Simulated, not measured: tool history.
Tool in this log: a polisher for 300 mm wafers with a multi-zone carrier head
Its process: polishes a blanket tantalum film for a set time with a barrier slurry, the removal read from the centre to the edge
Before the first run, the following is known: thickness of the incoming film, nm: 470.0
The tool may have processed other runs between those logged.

run	hour	flow of slurry (ml/min)	pressure of the head's centre zone	pressure of the head's middle zone	pressure of the head's edge zone	abrasive content of the slurry	polishing time (s)	film removed at the wafer's centre (angstrom)	film removed at mid-radius (angstrom)	film removed at the wafer's edge (angstrom)
1	0	150	1	1	1	1	75	1184	1191.5	1181.4
2	7.3	145	1.04	0.96	0.95	0.85	70	1075.1	992.33	1014
3	10.1	130	1.04	0.96	0.95	0.85	70	1058	991.64	1012.6
4	13.3	130	1.04	0.96	0.95	0.85	79	1203	1111.6	1110.9
5	17.2	125	1.07	0.93	0.91	0.75	74	1078.6	949.33	971.63
6	25.6	125	1.03	0.93	0.91	0.75	74	1038.8	932.8	969.43

Run 7 is up next; what results do you expect?
7	32.6	125	1.06	0.92	0.88	0.65	71	?	?	?

{"run 7": {"film removed at the wafer's centre (angstrom)": 927.58, "film removed at mid-radius (angstrom)": 821.11, "film removed at the wafer's edge (angstrom)": 833.23}}
